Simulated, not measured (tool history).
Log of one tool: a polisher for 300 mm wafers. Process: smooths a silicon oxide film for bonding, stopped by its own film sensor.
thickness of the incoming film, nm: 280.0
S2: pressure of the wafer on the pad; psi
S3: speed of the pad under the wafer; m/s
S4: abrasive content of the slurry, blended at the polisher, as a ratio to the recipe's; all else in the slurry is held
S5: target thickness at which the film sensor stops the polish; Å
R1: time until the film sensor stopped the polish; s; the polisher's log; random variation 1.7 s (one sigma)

{"run": 1, "hour": 0.0, "flow of slurry (ml/min)": 170, "S2": 2.1, "S3": 0.7, "S4": 1, "S5": 2180, "R1": 148.12}
{"run": 2, "hour": 7.3, "flow of slurry (ml/min)": 170, "S2": 2.1, "S3": 0.86, "S4": 1, "S5": 2180, "R1": 133.6}
{"run": 3, "hour": 10.9, "flow of slurry (ml/min)": 210, "S2": 2.1, "S3": 0.86, "S4": 1, "S5": 2180, "R1": 129.64}
{"run": 4, "hour": 18.4, "flow of slurry (ml/min)": 210, "S2": 2.1, "S3": 0.86, "S4": 0.9, "S5": 2180, "R1": 134.14}
{"run": 5, "hour": 21.5, "flow of slurry (ml/min)": 210, "S2": 2, "S3": 0.86, "S4": 0.9, "S5": 2180, "R1": 143.44}
{"run": 6, "hour": 23.3, "flow of slurry (ml/min)": 210, "S2": 1.9, "S3": 0.86, "S4": 0.9, "S5": 2180, "R1": 149.33}
{"run": 7, "hour": 30.7, "flow of slurry (ml/min)": 210, "S2": 1.8, "S3": 0.86, "S4": 0.9, "S5": 2180, "R1": 157.05}

The next listed run, before its measurement:
{"run": 8, "hour": 37.3, "flow of slurry (ml/min)": 210, "S2": 1.6, "S3": 0.86, "S4": 0.9, "S5": 2180, "R1": "?"}

{"run 8": {"R1": 173.62}}
